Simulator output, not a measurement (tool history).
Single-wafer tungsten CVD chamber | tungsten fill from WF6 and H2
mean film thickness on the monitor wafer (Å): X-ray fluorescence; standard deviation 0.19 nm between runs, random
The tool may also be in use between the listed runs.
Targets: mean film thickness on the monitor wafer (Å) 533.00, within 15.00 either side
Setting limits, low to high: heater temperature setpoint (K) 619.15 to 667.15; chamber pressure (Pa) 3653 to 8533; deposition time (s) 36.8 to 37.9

| run | day | heater temperature setpoint (K) | chamber pressure (Pa) | deposition time (s) | mean film thickness on the monitor wafer (Å) |
|---|---|---|---|---|---|
| 1 | 0.000 | 643.15 | 6093 | 36.8 | 749.09 |
| 2 | 0.021 | 636.15 | 6093 | 36.8 | 628.64 |
| 3 | 0.371 | 636.15 | 6946 | 36.8 | 671.83 |
| 4 | 0.704 | 645.15 | 6946 | 36.8 | 838.42 |
| 5 | 0.758 | 637.15 | 6946 | 36.8 | 692.84 |
| 6 | 0.850 | 637.15 | 7693 | 36.8 | 727.04 |
| 7 | 1.183 | 637.15 | 7693 | 36.8 | 721.85 |
| 8 | 1.375 | 634.15 | 7666 | 36.8 | 671.58 |
| 9 | 1.454 | 632.15 | 7639 | 36.8 | 638.55 |
| 10 | 1.829 | 630.15 | 7626 | 36.8 | 602.51 |
| 11 | 1.925 | 629.15 | 7613 | 36.8 | 587.72 |
| 12 | 1.954 | 628.15 | 7599 | 36.8 | 572.82 |
| 13 | 2.008 | 627.15 | 7599 | 36.8 | 560.67 |

Which one of the following 4 next-run settings gets every result inside its allowed miss? There is exactly one.
| A | 2.062 | 625.15 | 7639 | 37.1 | ? |
| B | 2.062 | 626.15 | 7506 | 37.6 | ? |
| C | 2.062 | 630.15 | 7199 | 37.5 | ? |
| D | 2.062 | 629.15 | 7146 | 37.9 | ? |

| move | mean film thickness on the monitor wafer (Å) |
|---|---|
| A | 539.95 |
| B | 556.69 |
| C | 602.32 |
| D | 591.20 |
A: all results in spec
B: moves toward the targets from the last run without getting all of them in spec
C: misses by more than the last run did
D: misses by more than the last run did
Go with A: it meets all targets.
